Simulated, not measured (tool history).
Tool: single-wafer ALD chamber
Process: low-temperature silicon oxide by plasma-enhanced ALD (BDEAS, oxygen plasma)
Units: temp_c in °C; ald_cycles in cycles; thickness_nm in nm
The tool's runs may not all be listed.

run  hour  temp_c  ald_cycles  thickness_nm
  1     0     105          41        5.7755
  2   1.5     105          36        5.0719
  3  10.4     104          37        5.1906
  4  17.5     104          38        5.3514
  5  21.8     109          38        5.2835
  6  29.2     108          39        5.4424
  7  36.3     108          40        5.6052

Forecast run 8:
  8  42.5     103          47             ?

thickness_nm: 6.6302 nm
